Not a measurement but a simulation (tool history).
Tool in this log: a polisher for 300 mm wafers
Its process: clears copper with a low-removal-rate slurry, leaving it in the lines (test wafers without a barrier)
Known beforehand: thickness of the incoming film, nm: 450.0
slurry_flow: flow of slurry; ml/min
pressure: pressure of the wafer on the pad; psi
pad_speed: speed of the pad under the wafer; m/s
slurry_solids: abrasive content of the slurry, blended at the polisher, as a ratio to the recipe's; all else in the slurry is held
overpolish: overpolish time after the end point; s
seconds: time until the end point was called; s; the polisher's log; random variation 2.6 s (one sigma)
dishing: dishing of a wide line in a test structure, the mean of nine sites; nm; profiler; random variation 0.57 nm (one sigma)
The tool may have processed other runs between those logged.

run 1 hour=0 | slurry_flow=165 pressure=3.8 pad_speed=1.14 slurry_solids=1 overpolish=12 | seconds=132.41 dishing=27.517
run 2 hour=3.3 | slurry_flow=165 pressure=3.6 pad_speed=1.14 slurry_solids=1 overpolish=13 | seconds=146.54 dishing=27.824
run 3 hour=8.5 | slurry_flow=165 pressure=3.5 pad_speed=1.14 slurry_solids=1 overpolish=14 | seconds=146.25 dishing=28.239
run 4 hour=16.9 | slurry_flow=165 pressure=3.4 pad_speed=1.14 slurry_solids=1 overpolish=15 | seconds=152.7 dishing=30.453
run 5 hour=21.2 | slurry_flow=165 pressure=3.4 pad_speed=1.14 slurry_solids=1.15 overpolish=15 | seconds=146.22 dishing=30.786
run 6 hour=24.3 | slurry_flow=180 pressure=3.4 pad_speed=1.14 slurry_solids=1.15 overpolish=15 | seconds=149.38 dishing=30.281

Run 7 has not been measured yet. What should we expect?
run 7 hour=26.2 | slurry_flow=180 pressure=3.3 pad_speed=1.14 slurry_solids=1.15 overpolish=16 | seconds=? dishing=?

{"run 7": {"seconds": 149.63, "dishing": 31.142}}
